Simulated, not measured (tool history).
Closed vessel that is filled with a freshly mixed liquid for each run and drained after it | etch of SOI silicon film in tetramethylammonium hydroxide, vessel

run	hour	temperature setpoint of the liquid (K)	concentration of hydroxide in the mixed liquid (% by weight)	time in the liquid (s)	thickness taken off the SOI silicon film on a monitor wafer (nm)
1	0.0	348.15	14.5	30	244.58
2	1.9	348.15	14.5	30	238.56
3	5.0	347.65	14.5	30	229.48
4	6.1	353.15	14.5	30	320.24
5	7.5	353.15	12.0	30	347.03
6	9.3	351.65	12.0	30	324.78

Run 7 comes next. What will it give?
7	11.2	350.15	12.0	30	?

Run 7 gave thickness taken off the SOI silicon film on a monitor wafer (nm) 292.75.
